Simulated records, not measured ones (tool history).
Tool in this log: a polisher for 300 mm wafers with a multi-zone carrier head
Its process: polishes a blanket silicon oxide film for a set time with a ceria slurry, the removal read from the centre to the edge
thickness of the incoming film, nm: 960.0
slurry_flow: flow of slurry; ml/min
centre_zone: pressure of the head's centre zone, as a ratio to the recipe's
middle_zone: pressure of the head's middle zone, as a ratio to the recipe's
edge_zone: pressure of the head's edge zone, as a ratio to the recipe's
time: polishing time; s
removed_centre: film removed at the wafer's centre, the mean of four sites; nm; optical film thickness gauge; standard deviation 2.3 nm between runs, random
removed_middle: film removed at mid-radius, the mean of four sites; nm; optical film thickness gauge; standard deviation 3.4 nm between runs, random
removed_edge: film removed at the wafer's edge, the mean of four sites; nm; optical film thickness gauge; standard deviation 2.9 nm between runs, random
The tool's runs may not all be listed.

run 1 hour=0 | slurry_flow=270 centre_zone=1 middle_zone=1 edge_zone=1 time=73 | removed_centre=296.12 removed_middle=292.18 removed_edge=285.02
run 2 hour=8 | slurry_flow=270 centre_zone=1 middle_zone=1 edge_zone=1 time=62 | removed_centre=250.16 removed_middle=247.83 removed_edge=239.27
run 3 hour=15.3 | slurry_flow=240 centre_zone=1 middle_zone=1 edge_zone=1 time=62 | removed_centre=246.82 removed_middle=248.87 removed_edge=238.76
run 4 hour=24.2 | slurry_flow=240 centre_zone=0.92 middle_zone=1 edge_zone=1 time=62 | removed_centre=229.65 removed_middle=244.9 removed_edge=236.37
run 5 hour=26.5 | slurry_flow=245 centre_zone=0.93 middle_zone=1.01 edge_zone=0.99 time=62 | removed_centre=230.91 removed_middle=250.32 removed_edge=244.78
run 6 hour=27.1 | slurry_flow=245 centre_zone=0.95 middle_zone=1.02 edge_zone=0.99 time=62 | removed_centre=232.87 removed_middle=252.42 removed_edge=239.25
run 7 hour=30.7 | slurry_flow=250 centre_zone=0.96 middle_zone=1.03 edge_zone=0.98 time=62 | removed_centre=239.39 removed_middle=250.99 removed_edge=240.61

Predict the results of run 8:
run 8 hour=36.7 | slurry_flow=250 centre_zone=0.96 middle_zone=1.03 edge_zone=0.98 time=62 | removed_centre=? removed_middle=? removed_edge=?

Run 8 produced removed_centre 236.47 nm, removed_middle 246.92 nm, removed_edge 237.33 nm.

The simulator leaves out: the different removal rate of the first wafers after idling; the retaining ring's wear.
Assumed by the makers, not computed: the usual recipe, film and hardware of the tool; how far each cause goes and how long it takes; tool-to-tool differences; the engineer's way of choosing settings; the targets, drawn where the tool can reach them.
